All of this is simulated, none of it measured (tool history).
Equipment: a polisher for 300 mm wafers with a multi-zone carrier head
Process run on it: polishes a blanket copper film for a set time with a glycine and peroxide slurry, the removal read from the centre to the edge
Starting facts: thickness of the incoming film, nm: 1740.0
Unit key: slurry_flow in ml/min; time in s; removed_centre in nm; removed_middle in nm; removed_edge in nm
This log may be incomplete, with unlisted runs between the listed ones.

run  hour  slurry_flow  centre_zone  middle_zone  edge_zone  time  removed_centre  removed_middle  removed_edge
  1     0          295            1            1          1    64           425.5          430.14        435.84
  2   4.9          300            1         1.03       1.04    69          466.67           475.2        477.26
  3   8.6          300            1         1.03       1.11    69          467.91          467.91        490.99
  4  15.4          300            1         1.03       1.16    69          467.09          473.94        501.53
  5  17.4          305         0.99         1.06       1.17    73          490.23           515.8         541.8
  6  25.6          355         0.99         1.06       1.17    73          493.58          526.02        547.71
  7  33.1          365         0.99         1.08       1.18    75          511.88          538.92        563.86

Run 8, settings as shown, results not yet in. Your forecast:
  8  36.5          365         0.99         1.08       1.18    75               ?               ?             ?

Run 8 measured removed_centre 510.53 nm, removed_middle 546.19 nm, removed_edge 563.91 nm.
